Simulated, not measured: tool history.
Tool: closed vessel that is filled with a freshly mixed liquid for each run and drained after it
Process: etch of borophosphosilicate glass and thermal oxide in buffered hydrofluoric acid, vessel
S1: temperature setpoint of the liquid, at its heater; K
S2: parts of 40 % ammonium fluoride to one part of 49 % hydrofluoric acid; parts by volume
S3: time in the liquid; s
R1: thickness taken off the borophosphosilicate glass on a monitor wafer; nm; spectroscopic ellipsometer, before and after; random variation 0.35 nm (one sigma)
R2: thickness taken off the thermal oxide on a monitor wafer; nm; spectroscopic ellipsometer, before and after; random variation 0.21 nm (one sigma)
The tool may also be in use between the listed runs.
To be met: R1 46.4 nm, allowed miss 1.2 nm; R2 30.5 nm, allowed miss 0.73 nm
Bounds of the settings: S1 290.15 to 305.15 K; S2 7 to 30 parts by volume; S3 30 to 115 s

run 1 hour=0 | S1=298.15 S2=20 S3=60 | R1=52.92 R2=35.187
run 2 hour=4.9 | S1=297.65 S2=20 S3=60 | R1=52.011 R2=34.095
run 3 hour=10.9 | S1=297.65 S2=20 S3=80 | R1=69.506 R2=45.402
run 4 hour=15.4 | S1=297.65 S2=25.5 S3=80 | R1=59.225 R2=38.664
run 5 hour=20.5 | S1=296.65 S2=25.5 S3=80 | R1=55.61 R2=36.443
run 6 hour=26.7 | S1=296.65 S2=28 S3=80 | R1=51.986 R2=34.671
run 7 hour=30.3 | S1=296.15 S2=28 S3=80 | R1=50.248 R2=33.314
run 8 hour=35.8 | S1=295.65 S2=28 S3=80 | R1=48.922 R2=32.621
run 9 hour=39.7 | S1=295.15 S2=28 S3=80 | R1=48.557 R2=31.563

5 next moves are on the table. One of them brings every result within its allowed miss. Which?
run A hour=43.6 | S1=294.15 S2=29 S3=80 | R1=? R2=?
run B hour=43.6 | S1=290.15 S2=25.5 S3=90 | R1=? R2=?
run C hour=43.6 | S1=294.15 S2=24 S3=70 | R1=? R2=?
run D hour=43.6 | S1=295.15 S2=29.5 S3=80 | R1=? R2=?
run E hour=43.6 | S1=290.15 S2=23 S3=85 | R1=? R2=?

move=A R1=44.037 R2=28.799
move=B R1=43.29 R2=28.231
move=C R1=43.934 R2=28.718
move=D R1=45.993 R2=30.097
move=E R1=43.927 R2=28.638
A: takes the result that was furthest off past its target
B: takes the result that was furthest off past its target
C: takes the result that was furthest off past its target
D: meets every target
E: takes the result that was furthest off past its target
Move D is the one to make.
